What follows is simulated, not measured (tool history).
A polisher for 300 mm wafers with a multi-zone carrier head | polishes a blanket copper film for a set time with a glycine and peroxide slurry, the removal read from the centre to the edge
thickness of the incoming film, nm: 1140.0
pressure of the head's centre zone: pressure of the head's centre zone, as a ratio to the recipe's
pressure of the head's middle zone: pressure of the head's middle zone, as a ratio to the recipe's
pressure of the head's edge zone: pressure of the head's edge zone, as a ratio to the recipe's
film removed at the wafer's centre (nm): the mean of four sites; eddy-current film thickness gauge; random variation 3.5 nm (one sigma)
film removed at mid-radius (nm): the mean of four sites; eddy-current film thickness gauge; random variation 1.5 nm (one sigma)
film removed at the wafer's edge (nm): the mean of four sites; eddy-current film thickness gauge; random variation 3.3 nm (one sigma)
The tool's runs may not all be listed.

run,hour,flow of slurry (ml/min),pressure of the head's centre zone,pressure of the head's middle zone,pressure of the head's edge zone,polishing time (s),film removed at the wafer's centre (nm),film removed at mid-radius (nm),film removed at the wafer's edge (nm)
1,0.0,175,1.00,1.00,1.00,73,294.24,292.75,290.69
2,1.0,170,1.02,0.97,0.96,71,290.38,273.60,276.64
3,2.4,170,1.02,0.97,1.00,71,286.17,276.83,291.16
4,7.6,170,1.02,0.97,1.00,53,217.13,207.44,219.31
5,12.0,190,1.02,0.97,1.00,53,217.72,211.15,220.84
6,15.2,195,1.06,0.97,0.99,54,231.09,217.05,230.19
7,23.9,195,1.06,0.97,0.99,54,231.36,215.68,219.56
8,31.9,195,1.06,0.97,0.99,54,232.41,215.18,222.14
9,40.3,200,1.09,0.97,0.99,54,235.50,217.23,223.06
10,46.7,205,1.11,0.96,0.98,55,251.26,218.46,225.11

The next listed run, before its measurement:
11,54.8,210,1.12,0.96,0.98,55,?,?,?

Run 11 gave film removed at the wafer's centre (nm) 248.84, film removed at mid-radius (nm) 219.42, film removed at the wafer's edge (nm) 227.08.
